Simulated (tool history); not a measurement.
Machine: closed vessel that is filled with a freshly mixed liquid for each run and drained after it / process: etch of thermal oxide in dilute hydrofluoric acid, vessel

run,hour,temperature setpoint of the liquid (°C),parts of water to one part of 49 % hydrofluoric acid (parts by volume),time in the liquid (s),thickness taken off the thermal oxide on a monitor wafer (nm)
1,0.0,25.0,265,100,1.4398
2,8.8,26.0,260,100,1.5427
3,16.7,26.5,260,100,1.5677
4,21.2,28.0,260,100,1.6706
5,23.5,28.0,260,100,1.6386
6,24.1,28.0,260,100,1.6464
7,24.8,28.5,255,100,1.7039

Expected results for the next run?
8,32.6,29.0,250,100,?

Run 8 came out at thickness taken off the thermal oxide on a monitor wafer (nm) 1.7833.
